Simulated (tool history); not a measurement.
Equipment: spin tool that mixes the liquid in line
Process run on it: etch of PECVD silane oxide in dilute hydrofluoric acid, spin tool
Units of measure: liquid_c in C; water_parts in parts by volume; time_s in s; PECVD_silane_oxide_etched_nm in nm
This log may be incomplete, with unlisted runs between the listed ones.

run 1 hour=0 | liquid_c=26 water_parts=240 time_s=15 | PECVD_silane_oxide_etched_nm=2.5776
run 2 hour=6.1 | liquid_c=24 water_parts=240 time_s=15 | PECVD_silane_oxide_etched_nm=2.3983
run 3 hour=10.5 | liquid_c=22.5 water_parts=240 time_s=15 | PECVD_silane_oxide_etched_nm=2.2512
run 4 hour=11.2 | liquid_c=20 water_parts=240 time_s=15 | PECVD_silane_oxide_etched_nm=2.0519
run 5 hour=19.5 | liquid_c=22 water_parts=230 time_s=15 | PECVD_silane_oxide_etched_nm=2.3165
run 6 hour=26.1 | liquid_c=23.5 water_parts=220 time_s=15 | PECVD_silane_oxide_etched_nm=2.5845
run 7 hour=27.6 | liquid_c=25 water_parts=210 time_s=15 | PECVD_silane_oxide_etched_nm=2.907
run 8 hour=34.1 | liquid_c=26 water_parts=205 time_s=15 | PECVD_silane_oxide_etched_nm=3.105
run 9 hour=35 | liquid_c=26 water_parts=205 time_s=15 | PECVD_silane_oxide_etched_nm=3.0988
run 10 hour=39.7 | liquid_c=27 water_parts=200 time_s=15 | PECVD_silane_oxide_etched_nm=3.3074
run 11 hour=45 | liquid_c=28 water_parts=195 time_s=15 | PECVD_silane_oxide_etched_nm=3.5628

Predict the results of run 12:
run 12 hour=52.1 | liquid_c=29 water_parts=190 time_s=15 | PECVD_silane_oxide_etched_nm=?

Run 12 produced PECVD_silane_oxide_etched_nm 3.7921 nm.
